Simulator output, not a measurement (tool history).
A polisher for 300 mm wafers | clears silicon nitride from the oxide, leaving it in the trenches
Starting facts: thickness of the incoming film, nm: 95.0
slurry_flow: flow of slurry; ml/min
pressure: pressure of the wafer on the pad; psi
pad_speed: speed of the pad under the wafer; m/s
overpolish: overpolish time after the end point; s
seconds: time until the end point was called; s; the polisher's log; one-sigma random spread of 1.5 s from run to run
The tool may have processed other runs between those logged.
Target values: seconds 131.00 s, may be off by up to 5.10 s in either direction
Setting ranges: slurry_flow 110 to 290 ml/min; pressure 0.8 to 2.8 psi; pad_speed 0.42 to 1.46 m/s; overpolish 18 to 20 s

run,hour,slurry_flow,pressure,pad_speed,overpolish,seconds
1,0.0,185,1.8,0.94,18,172.79
2,3.8,185,1.9,0.94,18,166.81
3,5.2,185,1.9,0.94,20,164.89
4,14.2,185,1.5,0.94,20,193.07
5,16.1,185,1.7,0.96,20,175.14
6,21.3,185,1.7,0.80,20,200.68
7,24.4,185,1.9,0.82,20,183.63
8,27.1,185,2.1,0.82,20,173.32
9,36.1,185,2.3,0.84,20,155.73
10,45.1,185,2.4,0.84,20,150.90
11,46.4,185,2.5,0.84,20,146.87
12,50.9,185,2.6,0.84,20,144.03
13,53.7,185,2.7,0.84,20,140.15

Exercise: of the 5 proposed moves below, exactly one satisfies all targets within the stated allowed misses. Which move is it?
A,56.5,145,2.8,0.92,19,?
B,56.5,180,2.8,1.02,18,?
C,56.5,190,2.6,1.10,19,?
D,56.5,235,2.7,0.98,19,?
E,56.5,190,2.6,1.10,20,?

move,seconds
A,133.64
B,118.97
C,117.74
D,121.41
E,117.74
A: each result inside its tolerance
B: the result that was furthest off in the last run now lies on the other side of its target
C: the result that was furthest off in the last run now lies on the other side of its target
D: the result that was furthest off in the last run now lies on the other side of its target
E: the result that was furthest off in the last run now lies on the other side of its target
Answer: A
